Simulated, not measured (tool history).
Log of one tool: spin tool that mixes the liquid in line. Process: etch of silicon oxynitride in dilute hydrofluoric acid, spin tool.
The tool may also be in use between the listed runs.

| run | hour | temperature setpoint of the liquid (C) | parts of water to one part of 49 % hydrofluoric acid (parts by volume) | time under the liquid (s) | thickness taken off the silicon oxynitride on a monitor wafer (Å) |
|---|---|---|---|---|---|
| 1 | 0 | 21 | 95 | 85 | 34.71 |
| 2 | 5.1 | 21 | 95 | 65 | 27.185 |
| 3 | 11.3 | 23 | 95 | 65 | 29.314 |
| 4 | 18.5 | 23 | 95 | 65 | 29.718 |
| 5 | 27.1 | 24.5 | 95 | 65 | 31.345 |
| 6 | 33.7 | 26 | 90 | 65 | 36.367 |

Run 7 comes next. What will it give?
| 7 | 36.5 | 26.5 | 90 | 65 | ? |

thickness taken off the silicon oxynitride on a monitor wafer (Å): 37.281
